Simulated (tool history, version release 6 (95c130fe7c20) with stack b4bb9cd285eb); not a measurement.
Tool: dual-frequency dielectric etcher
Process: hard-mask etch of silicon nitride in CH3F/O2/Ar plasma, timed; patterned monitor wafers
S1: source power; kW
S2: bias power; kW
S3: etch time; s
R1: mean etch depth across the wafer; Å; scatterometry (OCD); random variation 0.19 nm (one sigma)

run,day,S1,S2,S3,R1
1,0,0.35,0.082,109,883.47
2,0.338,0.35,0.082,109,880.75
3,0.429,0.41,0.082,109,929.61
4,0.492,0.41,0.082,109,923.81
5,0.617,0.41,0.082,109,924.57
6,0.85,0.41,0.082,109,924.28
7,0.925,0.39,0.079,108.5,888.89
8,1.229,0.32,0.069,107.5,791.88
9,1.254,0.31,0.068,107.5,773.37
10,1.588,0.3,0.068,107.5,772.8

Run 11 comes next. What will it give?
11,1.742,0.29,0.068,107.5,?

Run 11 gave R1 758.74 Å.
